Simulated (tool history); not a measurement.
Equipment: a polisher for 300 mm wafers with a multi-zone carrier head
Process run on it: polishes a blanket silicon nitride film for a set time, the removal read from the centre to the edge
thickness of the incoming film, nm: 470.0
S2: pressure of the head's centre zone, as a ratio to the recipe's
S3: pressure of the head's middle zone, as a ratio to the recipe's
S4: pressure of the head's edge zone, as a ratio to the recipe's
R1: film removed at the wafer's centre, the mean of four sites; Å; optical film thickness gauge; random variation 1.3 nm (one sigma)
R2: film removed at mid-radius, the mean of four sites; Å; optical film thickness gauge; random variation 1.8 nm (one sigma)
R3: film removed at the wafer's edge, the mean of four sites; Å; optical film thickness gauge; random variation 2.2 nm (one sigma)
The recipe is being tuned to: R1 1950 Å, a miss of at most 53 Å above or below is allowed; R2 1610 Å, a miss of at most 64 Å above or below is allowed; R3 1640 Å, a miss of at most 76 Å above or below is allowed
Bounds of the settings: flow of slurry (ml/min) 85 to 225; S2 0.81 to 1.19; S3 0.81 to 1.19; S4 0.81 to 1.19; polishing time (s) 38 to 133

Run 1, day 0: flow of slurry (ml/min) 145, S2 1, S3 1, S4 1, polishing time (s) 85. Result: R1 1173.6 Å, R2 1185.5 Å, R3 1233.9 Å.
Run 2, day 0.267: flow of slurry (ml/min) 115, S2 1, S3 1, S4 1, polishing time (s) 85. Result: R1 1093.4 Å, R2 1148.2 Å, R3 1159.7 Å.
Run 3, day 0.562: flow of slurry (ml/min) 135, S2 1.04, S3 1.02, S4 1, polishing time (s) 88. Result: R1 1223.5 Å, R2 1228.6 Å, R3 1248.5 Å.
Run 4, day 0.858: flow of slurry (ml/min) 150, S2 1.07, S3 1.03, S4 0.99, polishing time (s) 91. Result: R1 1355.1 Å, R2 1312.4 Å, R3 1338.4 Å.
Run 5, day 0.912: flow of slurry (ml/min) 150, S2 1, S3 1.03, S4 0.99, polishing time (s) 91. Result: R1 1266.5 Å, R2 1323.5 Å, R3 1331.2 Å.
At day 1.058: slurry nozzle cleaned.
Run 6, day 1.058: flow of slurry (ml/min) 150, S2 1, S3 1.03, S4 0.96, polishing time (s) 91. Result: R1 1392.6 Å, R2 1431.6 Å, R3 1358.8 Å.
Run 7, day 1.088: flow of slurry (ml/min) 165, S2 1.03, S3 1.02, S4 0.95, polishing time (s) 92. Result: R1 1471.8 Å, R2 1432.6 Å, R3 1377.7 Å.
Run 8, day 1.45: flow of slurry (ml/min) 175, S2 1.05, S3 1.01, S4 0.95, polishing time (s) 94. Result: R1 1541 Å, R2 1490.1 Å, R3 1433.2 Å.
Run 9, day 1.792: flow of slurry (ml/min) 200, S2 1.15, S3 0.92, S4 0.97, polishing time (s) 103. Result: R1 1856.3 Å, R2 1555.7 Å, R3 1621.5 Å.
Run 10, day 1.896: flow of slurry (ml/min) 205, S2 1.15, S3 0.92, S4 0.97, polishing time (s) 103. Result: R1 1863.5 Å, R2 1540.6 Å, R3 1640.7 Å.
Run 11, day 1.996: flow of slurry (ml/min) 210, S2 1.15, S3 0.93, S4 0.97, polishing time (s) 103. Result: R1 1879.3 Å, R2 1591.1 Å, R3 1602.2 Å.

Consider the 5 candidate settings below. Which is the only one whose results all fall within their allowed miss of target?
Run A, day 2.096: flow of slurry (ml/min) 220, S2 1.1, S3 0.99, S4 1, polishing time (s) 110. Result: R1 ?, R2 ?, R3 ?.
Run B, day 2.096: flow of slurry (ml/min) 215, S2 1.09, S3 0.95, S4 0.92, polishing time (s) 102. Result: R1 ?, R2 ?, R3 ?.
Run C, day 2.096: flow of slurry (ml/min) 180, S2 1.08, S3 0.96, S4 1, polishing time (s) 117. Result: R1 ?, R2 ?, R3 ?.
Run D, day 2.096: flow of slurry (ml/min) 205, S2 1.12, S3 0.92, S4 0.94, polishing time (s) 103. Result: R1 ?, R2 ?, R3 ?.
Run E, day 2.096: flow of slurry (ml/min) 190, S2 1.19, S3 0.95, S4 0.94, polishing time (s) 107. Result: R1 ?, R2 ?, R3 ?.

move      R1      R2      R3
   A  1952.3  1746.4  1792.7
   B  1790.6  1559.9  1597.7
   C  1984.6    1762    1870
   D  1835.7  1523.9  1622.3
   E  1982.2    1609  1671.9
A: gets the furthest-off result to its target, but another result is out of tolerance
B: further off than the last run
C: gets the furthest-off result to its target, but another result is out of tolerance
D: further off than the last run
E: all results land within tolerance of their targets
Move E is the one to make.

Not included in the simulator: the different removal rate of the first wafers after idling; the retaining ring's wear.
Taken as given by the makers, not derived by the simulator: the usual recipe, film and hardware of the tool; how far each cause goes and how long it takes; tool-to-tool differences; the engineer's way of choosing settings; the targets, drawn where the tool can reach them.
